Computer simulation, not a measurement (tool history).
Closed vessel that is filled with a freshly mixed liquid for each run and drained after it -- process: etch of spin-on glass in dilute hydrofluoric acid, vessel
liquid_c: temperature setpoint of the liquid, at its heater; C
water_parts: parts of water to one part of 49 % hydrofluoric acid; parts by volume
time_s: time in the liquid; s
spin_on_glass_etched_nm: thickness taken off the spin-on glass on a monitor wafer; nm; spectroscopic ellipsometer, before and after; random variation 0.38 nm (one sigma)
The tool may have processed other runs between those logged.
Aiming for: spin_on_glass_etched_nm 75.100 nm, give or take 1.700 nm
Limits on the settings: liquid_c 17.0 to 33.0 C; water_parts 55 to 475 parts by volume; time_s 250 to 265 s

run,hour,liquid_c,water_parts,time_s,spin_on_glass_etched_nm
1,0.0,25.0,265,250,28.187
2,5.3,23.0,265,250,26.131
3,13.2,21.0,265,250,24.332
4,20.4,21.0,180,250,39.216
5,29.0,22.5,180,250,41.065
6,32.4,24.0,170,250,46.968
7,41.4,25.5,165,250,51.085
8,47.9,25.5,165,250,51.029
9,55.0,29.5,130,250,78.595
10,60.8,29.0,130,250,77.057

Below are 5 possible settings for the next run. Only one of them brings all results inside the allowed miss of their targets. Which is it?
A,66.6,29.5,130,250,?
B,66.6,33.0,150,265,?
C,66.6,29.5,135,260,?
D,66.6,31.5,140,255,?
E,66.6,28.0,130,250,?

move,spin_on_glass_etched_nm
A,78.933
B,79.971
C,78.526
D,79.294
E,74.671
A: lands further from the targets than the last run did
B: lands further from the targets than the last run did
C: lands further from the targets than the last run did
D: lands further from the targets than the last run did
E: all results in spec
Go with E: it meets all targets.
